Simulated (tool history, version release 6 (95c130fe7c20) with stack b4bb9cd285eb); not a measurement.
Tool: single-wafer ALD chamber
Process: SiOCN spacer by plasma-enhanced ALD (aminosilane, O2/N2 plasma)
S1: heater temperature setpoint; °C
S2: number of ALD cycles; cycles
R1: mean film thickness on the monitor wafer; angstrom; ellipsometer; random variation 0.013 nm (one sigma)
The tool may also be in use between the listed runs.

Run 1, hour 0.0: S1 415 °C, S2 65 cycles. Result: R1 37.176 angstrom.
Run 2, hour 4.6: S1 416 °C, S2 62 cycles. Result: R1 35.269 angstrom.
Run 3, hour 7.2: S1 417 °C, S2 60 cycles. Result: R1 34.375 angstrom.
Run 4, hour 14.6: S1 417 °C, S2 54 cycles. Result: R1 30.897 angstrom.
Run 5, hour 20.8: S1 418 °C, S2 53 cycles. Result: R1 30.304 angstrom.
Run 6, hour 26.9: S1 409 °C, S2 53 cycles. Result: R1 31.206 angstrom.
Run 7, hour 32.1: S1 410 °C, S2 52 cycles. Result: R1 30.074 angstrom.
Run 8, hour 35.3: S1 410 °C, S2 51 cycles. Result: R1 29.580 angstrom.
Run 9, hour 41.6: S1 410 °C, S2 51 cycles. Result: R1 29.751 angstrom.

Forecast run 10:
Run 10, hour 43.8: S1 410 °C, S2 50 cycles. Result: R1 ?.

Run 10 gave R1 29.278 angstrom.

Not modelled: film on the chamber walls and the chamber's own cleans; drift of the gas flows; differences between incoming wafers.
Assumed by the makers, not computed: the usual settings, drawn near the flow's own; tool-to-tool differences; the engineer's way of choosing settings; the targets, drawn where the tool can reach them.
